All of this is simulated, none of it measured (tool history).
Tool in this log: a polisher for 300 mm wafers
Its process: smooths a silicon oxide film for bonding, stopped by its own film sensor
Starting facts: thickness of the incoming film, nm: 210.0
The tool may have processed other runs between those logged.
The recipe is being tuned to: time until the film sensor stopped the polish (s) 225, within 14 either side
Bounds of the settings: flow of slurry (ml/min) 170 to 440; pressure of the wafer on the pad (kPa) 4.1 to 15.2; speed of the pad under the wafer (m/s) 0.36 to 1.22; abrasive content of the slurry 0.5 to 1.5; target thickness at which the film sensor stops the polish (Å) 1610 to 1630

run	hour	flow of slurry (ml/min)	pressure of the wafer on the pad (kPa)	speed of the pad under the wafer (m/s)	abrasive content of the slurry	target thickness at which the film sensor stops the polish (Å)	time until the film sensor stopped the polish (s)
1	0	280	9.7	0.78	1	1630	104.32
2	6.4	280	9.7	0.88	1	1630	92.348
3	10.9	280	9.7	0.7	1	1630	115.08
4	14.3	310	9.7	0.7	1	1630	116.21
5	20.2	310	8.3	0.66	1	1630	136.55
6	24.5	310	8.3	0.58	1	1630	150.75
7	31.2	310	6.9	0.56	1	1630	187.27
8	36	310	6.2	0.56	1	1630	203.79

Consider the 4 candidate settings below. Which is the only one whose results all fall within their allowed miss of target?
A	40.8	290	5.5	0.76	1.05	1610	?
B	40.8	315	7.6	0.46	1.2	1630	?
C	40.8	275	6.2	0.52	1	1630	?
D	40.8	315	7.6	0.58	0.95	1630	?

move	time until the film sensor stopped the polish (s)
A	186.37
B	180.96
C	223.05
D	171.96
A: moves away from the targets compared with the last run
B: moves away from the targets compared with the last run
C: all results in spec
D: moves away from the targets compared with the last run
The right move is C.
